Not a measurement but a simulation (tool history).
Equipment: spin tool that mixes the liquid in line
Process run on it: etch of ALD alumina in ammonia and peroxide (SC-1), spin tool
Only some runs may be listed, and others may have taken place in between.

run	hour	temperature setpoint of the liquid (C)	parts of 29 % ammonia solution to one part of 30 % peroxide (parts by volume)	time under the liquid (s)	thickness taken off the ALD alumina on a monitor wafer (nm)
1	0.0	51.0	0.45	110	8.7294
2	7.9	49.0	0.45	110	8.0051
3	15.4	47.0	0.45	110	7.1090
4	20.5	47.0	0.35	110	6.9727
5	22.3	51.5	0.35	110	8.7626
6	27.8	49.5	0.35	110	7.8464

Expected results for the next run?
7	33.9	42.0	0.35	110	?

thickness taken off the ALD alumina on a monitor wafer (nm): 5.2392
